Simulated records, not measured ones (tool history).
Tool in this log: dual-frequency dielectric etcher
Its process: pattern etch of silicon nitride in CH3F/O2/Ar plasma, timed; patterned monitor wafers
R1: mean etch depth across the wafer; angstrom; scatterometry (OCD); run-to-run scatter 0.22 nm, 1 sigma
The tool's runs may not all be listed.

run 1 hour=0.0 | source_power_(W)=330 bias_power_(W)=91 etch_time_(s)=65.5 | R1=444.23
run 2 hour=2.3 | source_power_(W)=320 bias_power_(W)=90 etch_time_(s)=65.5 | R1=439.98
run 3 hour=9.2 | source_power_(W)=320 bias_power_(W)=90 etch_time_(s)=68.5 | R1=460.07
run 4 hour=15.8 | source_power_(W)=310 bias_power_(W)=89 etch_time_(s)=68.5 | R1=459.12
run 5 hour=17.4 | source_power_(W)=310 bias_power_(W)=89 etch_time_(s)=68.5 | R1=452.51
run 6 hour=26.2 | source_power_(W)=250 bias_power_(W)=89 etch_time_(s)=68.5 | R1=425.96
-- hour=30.7 wet clean of the chamber
run 7 hour=30.7 | source_power_(W)=250 bias_power_(W)=88 etch_time_(s)=68.5 | R1=437.22

The next listed run, before its measurement:
run 8 hour=35.7 | source_power_(W)=250 bias_power_(W)=86 etch_time_(s)=68.5 | R1=?

{"run 8": {"R1": 436.79}}
